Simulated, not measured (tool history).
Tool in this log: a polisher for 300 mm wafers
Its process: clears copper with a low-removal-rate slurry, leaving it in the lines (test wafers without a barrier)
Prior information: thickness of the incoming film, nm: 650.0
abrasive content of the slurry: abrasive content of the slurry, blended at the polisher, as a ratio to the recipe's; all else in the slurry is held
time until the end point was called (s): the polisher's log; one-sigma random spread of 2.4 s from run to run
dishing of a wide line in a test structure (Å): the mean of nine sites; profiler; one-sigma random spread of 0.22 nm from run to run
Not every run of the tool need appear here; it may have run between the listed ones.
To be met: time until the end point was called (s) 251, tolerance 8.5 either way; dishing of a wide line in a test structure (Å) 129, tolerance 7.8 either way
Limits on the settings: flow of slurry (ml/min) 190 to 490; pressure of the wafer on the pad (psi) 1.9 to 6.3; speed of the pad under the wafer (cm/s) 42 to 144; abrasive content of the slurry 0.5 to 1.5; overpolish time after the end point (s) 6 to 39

run  hour  flow of slurry (ml/min)  pressure of the wafer on the pad (psi)  speed of the pad under the wafer (cm/s)  abrasive content of the slurry  overpolish time after the end point (s)  time until the end point was called (s)  dishing of a wide line in a test structure (Å)
  1     0                      315                                     4.1                                       92                               1                                       20                                   163.01                                          162.22
  2   1.7                      360                                     4.1                                       92                               1                                       20                                   161.53                                          168.71
  3   2.6                      415                                     4.1                                       92                               1                                       20                                   159.07                                          170.62
  4   4.6                      415                                       5                                       92                               1                                       20                                    131.6                                          169.11
  5   8.2                      355                                     4.5                                       86                               1                                       16                                   158.31                                          158.78
  6  15.7                      310                                     4.1                                       82                               1                                       13                                   185.81                                          141.48
  7  18.2                      305                                     3.8                                       82                               1                                       12                                   196.28                                          134.37
  8  21.3                      305                                     3.5                                       82                               1                                       13                                   214.25                                           138.2
  9  22.2                      300                                     3.3                                       82                               1                                       12                                   227.26                                          132.85

Exactly one of the 5 candidate moves below puts every result within its allowed miss. Which one?
  A  23.1                      340                                       3                                       74                            1.05                                       23                                        ?                                               ?
  B  23.1                      325                                     2.8                                       78                             1.1                                       14                                        ?                                               ?
  C  23.1                      465                                     3.3                                       76                             1.4                                       11                                        ?                                               ?
  D  23.1                      340                                     3.9                                       58                            0.95                                       19                                        ?                                               ?
  E  23.1                      340                                     3.2                                       78                            0.85                                       14                                        ?                                               ?

move  time until the end point was called (s)  dishing of a wide line in a test structure (Å)
   A                                   272.68                                          152.85
   B                                    274.7                                          128.48
   C                                   220.28                                          127.74
   D                                   274.39                                          145.52
   E                                   257.27                                          132.54
A: the result that was furthest off in the last run now lies on the other side of its target
B: the result that was furthest off in the last run now lies on the other side of its target
C: further off than the last run
D: the result that was furthest off in the last run now lies on the other side of its target
E: meets every target
So the answer is move E, the one that meets all the targets.
